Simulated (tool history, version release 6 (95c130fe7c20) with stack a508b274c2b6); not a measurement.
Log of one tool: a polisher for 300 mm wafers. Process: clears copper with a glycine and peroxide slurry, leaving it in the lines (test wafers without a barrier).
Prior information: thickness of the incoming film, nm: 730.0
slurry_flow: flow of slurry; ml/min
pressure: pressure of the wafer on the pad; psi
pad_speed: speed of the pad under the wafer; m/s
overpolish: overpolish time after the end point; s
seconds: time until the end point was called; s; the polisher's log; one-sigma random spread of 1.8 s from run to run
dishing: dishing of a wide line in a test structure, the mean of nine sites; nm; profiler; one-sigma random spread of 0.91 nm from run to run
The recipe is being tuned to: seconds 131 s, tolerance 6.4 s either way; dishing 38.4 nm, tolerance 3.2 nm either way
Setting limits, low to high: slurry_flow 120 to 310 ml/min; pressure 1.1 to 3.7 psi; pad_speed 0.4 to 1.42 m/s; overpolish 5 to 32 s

run 1 hour=0 | slurry_flow=200 pressure=2.4 pad_speed=0.9 overpolish=16 | seconds=184.39 dishing=30.816
run 2 hour=7.3 | slurry_flow=200 pressure=2.6 pad_speed=0.9 overpolish=16 | seconds=176.22 dishing=32.514
run 3 hour=14.3 | slurry_flow=200 pressure=2.7 pad_speed=0.92 overpolish=16 | seconds=167.79 dishing=33.306
run 4 hour=17.3 | slurry_flow=155 pressure=2.7 pad_speed=0.92 overpolish=16 | seconds=176.91 dishing=31.749
run 5 hour=21.4 | slurry_flow=135 pressure=2.7 pad_speed=0.92 overpolish=16 | seconds=180.47 dishing=30.363
run 6 hour=28.2 | slurry_flow=180 pressure=2.7 pad_speed=0.92 overpolish=16 | seconds=169.89 dishing=32.027
run 7 hour=30.8 | slurry_flow=185 pressure=2.8 pad_speed=0.92 overpolish=16 | seconds=162.96 dishing=34.133
run 8 hour=32.7 | slurry_flow=195 pressure=3.4 pad_speed=0.96 overpolish=14 | seconds=131.82 dishing=33.993

Pick the move, out of 5, that brings all results within their allowed miss; only one does.
run A hour=34.6 | slurry_flow=190 pressure=3.1 pad_speed=0.98 overpolish=16 | seconds=? dishing=?
run B hour=34.6 | slurry_flow=220 pressure=3.4 pad_speed=1.04 overpolish=11 | seconds=? dishing=?
run C hour=34.6 | slurry_flow=275 pressure=3.3 pad_speed=0.9 overpolish=12 | seconds=? dishing=?
run D hour=34.6 | slurry_flow=165 pressure=3.3 pad_speed=1.14 overpolish=12 | seconds=? dishing=?
run E hour=34.6 | slurry_flow=220 pressure=3.4 pad_speed=0.94 overpolish=16 | seconds=? dishing=?

move=A seconds=144.67 dishing=35.576
move=B seconds=125.07 dishing=30.93
move=C seconds=135.26 dishing=31.314
move=D seconds=128.79 dishing=31.94
move=E seconds=133.64 dishing=37.088
A: brings the result that was furthest off to its target, and leaves another outside
B: misses by more than the last run did
C: misses by more than the last run did
D: misses by more than the last run did
E: in spec on every target
The right move is E.

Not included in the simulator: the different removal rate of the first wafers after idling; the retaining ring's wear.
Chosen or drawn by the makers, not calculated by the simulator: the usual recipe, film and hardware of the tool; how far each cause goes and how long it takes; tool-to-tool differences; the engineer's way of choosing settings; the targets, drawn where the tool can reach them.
